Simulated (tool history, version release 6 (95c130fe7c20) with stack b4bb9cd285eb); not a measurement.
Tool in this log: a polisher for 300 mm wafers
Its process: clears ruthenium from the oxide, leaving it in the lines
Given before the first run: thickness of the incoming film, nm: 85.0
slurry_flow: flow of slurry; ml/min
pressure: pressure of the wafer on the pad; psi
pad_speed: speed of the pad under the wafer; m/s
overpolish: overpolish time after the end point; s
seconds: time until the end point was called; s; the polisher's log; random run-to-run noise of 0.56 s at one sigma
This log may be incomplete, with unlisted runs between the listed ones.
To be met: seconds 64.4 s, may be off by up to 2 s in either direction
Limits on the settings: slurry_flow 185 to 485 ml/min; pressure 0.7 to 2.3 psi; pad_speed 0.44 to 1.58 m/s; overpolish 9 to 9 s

run,hour,slurry_flow,pressure,pad_speed,overpolish,seconds
1,0,310,1.5,1,9,112.67
2,8.3,335,1.5,1,9,111.94
3,13.7,335,1.6,1,9,105.24
4,15.5,335,1.6,1,9,103.78
5,20.1,335,1.6,1,9,105.61
6,21.3,300,1.6,1,9,108.32
7,24.8,310,1.7,1,9,99.71
8,33.5,315,1.8,1,9,97.238
9,37.9,315,1.8,1,9,96.402
10,46.3,320,1.9,1.02,9,88.813
11,54.3,325,1.9,1.02,9,89.322
12,59.9,330,1.9,1.04,9,86.959
13,66,335,1.9,1.04,9,84.964
14,71.2,345,1.9,1.04,9,85.893
15,74.5,350,1.9,1.04,9,86.712
16,77.1,350,2.1,1.1,9,75.204
17,81.4,355,2.2,1.14,9,69.987

Next run, 4 choices. One meets every target within its allowed miss, the rest don't. Which?
A,85.7,440,2.2,1.32,9,?
B,85.7,385,2.3,1.16,9,?
C,85.7,445,2.3,1.26,9,?
D,85.7,365,2.3,1.28,9,?

move,seconds
A,57.934
B,64.109
C,58.229
D,58.613
A: takes the result that was furthest off past its target
B: all results land within tolerance of their targets
C: takes the result that was furthest off past its target
D: takes the result that was furthest off past its target
The move that meets every target is B.
